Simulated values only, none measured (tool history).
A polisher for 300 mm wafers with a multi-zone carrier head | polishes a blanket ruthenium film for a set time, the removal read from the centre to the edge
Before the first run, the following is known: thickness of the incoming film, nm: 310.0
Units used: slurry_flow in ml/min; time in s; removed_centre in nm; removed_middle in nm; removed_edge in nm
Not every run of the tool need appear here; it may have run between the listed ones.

{"run": 1, "hour": 0.0, "slurry_flow": 315, "centre_zone": 1, "middle_zone": 1, "edge_zone": 1, "time": 51, "removed_centre": 70.024, "removed_middle": 71.279, "removed_edge": 71.711}
{"run": 2, "hour": 6.0, "slurry_flow": 315, "centre_zone": 1, "middle_zone": 0.92, "edge_zone": 1, "time": 51, "removed_centre": 72.892, "removed_middle": 66.731, "removed_edge": 71.705}
{"run": 3, "hour": 11.8, "slurry_flow": 355, "centre_zone": 1, "middle_zone": 0.92, "edge_zone": 1, "time": 51, "removed_centre": 71.366, "removed_middle": 67.818, "removed_edge": 73.014}
{"run": 4, "hour": 19.5, "slurry_flow": 355, "centre_zone": 1, "middle_zone": 1, "edge_zone": 1, "time": 51, "removed_centre": 71.479, "removed_middle": 72.109, "removed_edge": 72.667}
{"run": 5, "hour": 21.3, "slurry_flow": 355, "centre_zone": 1, "middle_zone": 1, "edge_zone": 1.04, "time": 51, "removed_centre": 72.205, "removed_middle": 71.848, "removed_edge": 73.469}
{"run": 6, "hour": 29.8, "slurry_flow": 360, "centre_zone": 0.95, "middle_zone": 0.96, "edge_zone": 1.06, "time": 49, "removed_centre": 63.304, "removed_middle": 67.044, "removed_edge": 71.658}

For run 7, what comes out?
{"run": 7, "hour": 35.9, "slurry_flow": 350, "centre_zone": 0.93, "middle_zone": 0.92, "edge_zone": 1.06, "time": 48, "removed_centre": "?", "removed_middle": "?", "removed_edge": "?"}

removed_centre: 62.55 nm
removed_middle: 63.442 nm
removed_edge: 69.802 nm
